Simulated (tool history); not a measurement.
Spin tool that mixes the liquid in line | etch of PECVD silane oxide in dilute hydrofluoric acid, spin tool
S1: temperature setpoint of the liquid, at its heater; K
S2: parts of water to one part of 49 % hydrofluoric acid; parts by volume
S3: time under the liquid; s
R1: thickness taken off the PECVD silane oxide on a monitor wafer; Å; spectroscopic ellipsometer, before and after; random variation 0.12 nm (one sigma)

run 1 hour=0 | S1=298.15 S2=185 S3=310 | R1=379.88
run 2 hour=2.7 | S1=296.15 S2=190 S3=310 | R1=345.26
run 3 hour=4.3 | S1=296.15 S2=150 S3=310 | R1=459.52
run 4 hour=11.6 | S1=296.15 S2=120 S3=310 | R1=599.97
run 5 hour=17 | S1=293.15 S2=120 S3=310 | R1=525.69
run 6 hour=23.6 | S1=292.15 S2=140 S3=310 | R1=424.11
run 7 hour=32.5 | S1=291.65 S2=155 S3=310 | R1=368.08
run 8 hour=35.4 | S1=291.15 S2=165 S3=310 | R1=337.17
run 9 hour=37.7 | S1=290.65 S2=175 S3=310 | R1=309.92
run 10 hour=45.6 | S1=290.65 S2=180 S3=310 | R1=297.98

Run 11 comes next. What will it give?
run 11 hour=53 | S1=290.65 S2=185 S3=310 | R1=?

{"run 11": {"R1": 288.46}}

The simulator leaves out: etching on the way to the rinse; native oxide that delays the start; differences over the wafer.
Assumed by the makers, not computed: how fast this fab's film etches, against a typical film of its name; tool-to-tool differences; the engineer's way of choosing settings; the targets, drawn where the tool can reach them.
